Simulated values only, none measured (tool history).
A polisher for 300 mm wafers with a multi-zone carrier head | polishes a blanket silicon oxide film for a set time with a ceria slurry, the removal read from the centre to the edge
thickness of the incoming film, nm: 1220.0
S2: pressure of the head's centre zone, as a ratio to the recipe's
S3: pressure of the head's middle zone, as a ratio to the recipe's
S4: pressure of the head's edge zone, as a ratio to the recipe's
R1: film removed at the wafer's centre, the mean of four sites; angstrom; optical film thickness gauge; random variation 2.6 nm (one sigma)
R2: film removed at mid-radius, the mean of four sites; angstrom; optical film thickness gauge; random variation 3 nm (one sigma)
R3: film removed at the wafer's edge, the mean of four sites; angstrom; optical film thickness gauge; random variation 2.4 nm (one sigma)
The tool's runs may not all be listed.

Run 1, hour 0: flow of slurry (ml/min) 245, S2 1, S3 1, S4 1, polishing time (s) 63. Result: R1 2229.4 angstrom, R2 2206.5 angstrom, R3 2288.6 angstrom.
Run 2, hour 1.4: flow of slurry (ml/min) 245, S2 1.05, S3 1, S4 1, polishing time (s) 63. Result: R1 2372.8 angstrom, R2 2233.1 angstrom, R3 2289.7 angstrom.
Run 3, hour 2.1: flow of slurry (ml/min) 255, S2 1.07, S3 1, S4 1.02, polishing time (s) 65. Result: R1 2510.6 angstrom, R2 2308.6 angstrom, R3 2402.8 angstrom.
Run 4, hour 2.7: flow of slurry (ml/min) 285, S2 1.07, S3 1, S4 1.02, polishing time (s) 65. Result: R1 2519.1 angstrom, R2 2363.6 angstrom, R3 2424.5 angstrom.
Run 5, hour 4.6: flow of slurry (ml/min) 230, S2 1.07, S3 1, S4 1.02, polishing time (s) 65. Result: R1 2477.8 angstrom, R2 2299 angstrom, R3 2430.1 angstrom.
Run 6, hour 6.3: flow of slurry (ml/min) 240, S2 1.09, S3 0.99, S4 1.02, polishing time (s) 67. Result: R1 2631.2 angstrom, R2 2349.5 angstrom, R3 2458.5 angstrom.
Run 7, hour 10.2: flow of slurry (ml/min) 240, S2 1.1, S3 0.99, S4 1.03, polishing time (s) 69. Result: R1 2736.7 angstrom, R2 2459.2 angstrom, R3 2540.5 angstrom.
Run 8, hour 16.2: flow of slurry (ml/min) 240, S2 1.11, S3 0.98, S4 1.04, polishing time (s) 71. Result: R1 2843.3 angstrom, R2 2432.5 angstrom, R3 2649.9 angstrom.
Run 9, hour 17.5: flow of slurry (ml/min) 245, S2 1.12, S3 0.98, S4 1.04, polishing time (s) 72. Result: R1 2932.5 angstrom, R2 2529.5 angstrom, R3 2675.8 angstrom.
Run 10, hour 26.3: flow of slurry (ml/min) 250, S2 1.13, S3 0.98, S4 1.05, polishing time (s) 73. Result: R1 3009.2 angstrom, R2 2496.7 angstrom, R3 2760.9 angstrom.

Run 11 comes next. What will it give?
Run 11, hour 30.4: flow of slurry (ml/min) 320, S2 1.19, S3 1.07, S4 1.05, polishing time (s) 81. Result: R1 ?, R2 ?, R3 ?.

{"run 11": {"R1": 3594.6, "R2": 3147, "R3": 3081.6}}
